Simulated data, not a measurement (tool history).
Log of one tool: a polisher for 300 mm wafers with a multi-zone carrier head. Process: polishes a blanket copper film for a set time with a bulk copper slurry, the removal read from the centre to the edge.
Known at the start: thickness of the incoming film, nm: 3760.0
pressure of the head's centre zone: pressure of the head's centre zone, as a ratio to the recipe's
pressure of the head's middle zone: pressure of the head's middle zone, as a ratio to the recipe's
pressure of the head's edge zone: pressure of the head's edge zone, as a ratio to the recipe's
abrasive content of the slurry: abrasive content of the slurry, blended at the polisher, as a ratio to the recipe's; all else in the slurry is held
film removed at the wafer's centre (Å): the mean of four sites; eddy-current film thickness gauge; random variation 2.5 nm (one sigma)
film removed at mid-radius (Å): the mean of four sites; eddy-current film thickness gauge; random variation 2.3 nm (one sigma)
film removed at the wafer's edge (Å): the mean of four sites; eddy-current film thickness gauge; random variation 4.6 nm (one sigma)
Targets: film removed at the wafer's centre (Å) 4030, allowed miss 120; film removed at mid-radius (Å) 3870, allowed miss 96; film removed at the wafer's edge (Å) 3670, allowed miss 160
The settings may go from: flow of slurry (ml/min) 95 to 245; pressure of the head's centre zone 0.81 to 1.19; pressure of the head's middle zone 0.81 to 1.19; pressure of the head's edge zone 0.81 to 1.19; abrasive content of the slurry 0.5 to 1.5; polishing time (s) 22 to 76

run,hour,flow of slurry (ml/min),pressure of the head's centre zone,pressure of the head's middle zone,pressure of the head's edge zone,abrasive content of the slurry,polishing time (s),film removed at the wafer's centre (Å),film removed at mid-radius (Å),film removed at the wafer's edge (Å)
1,0,155,1,1,1,1,49,4224.8,4289.3,4275.2
2,8.3,155,1.04,1,1,1,49,4416.5,4258,4309.9
3,15.1,150,1.04,1,0.97,1,49,4375.2,4264.6,4183.3
4,15.8,145,1.04,0.99,0.95,1,49,4339.7,4198.5,4191.4
5,19,140,1.04,0.99,0.93,0.95,49,4232.5,4143.9,4100.7
6,26.6,110,1.04,0.99,0.93,0.95,49,4047.6,3956.9,3874.4
7,33.6,110,1.05,0.99,0.92,0.95,49,4035.7,3931.6,3911.6
8,38.3,115,1.1,1.02,0.82,0.8,49,4224.7,3984.9,3608.3
9,44.7,110,1.1,1.02,0.83,0.8,49,4092,3964.4,3603.6
10,46.1,110,1.1,1.02,0.84,0.8,49,4126.4,3951.7,3639.7

5 next moves are on the table. One of them brings every result within its allowed miss. Which?
A,47.5,145,1.1,1.04,0.97,1.05,43,?,?,?
B,47.5,115,1.12,1.08,0.81,0.75,48,?,?,?
C,47.5,95,1.16,0.98,0.86,0.7,52,?,?,?
D,47.5,115,1.16,1.04,0.86,0.9,47,?,?,?
E,47.5,125,1.04,0.94,0.81,0.7,52,?,?,?

move,film removed at the wafer's centre (Å),film removed at mid-radius (Å),film removed at the wafer's edge (Å)
A,4056.9,3907.2,3652.7
B,4168.5,4098.1,3466
C,4378.6,3856.5,3700.7
D,4327,3976.4,3569
E,4244.1,3993,3781.1
A: meets every target
B: further off than the last run
C: brings the result that was furthest off to its target, and leaves another outside
D: further off than the last run
E: further off than the last run
Answer: A
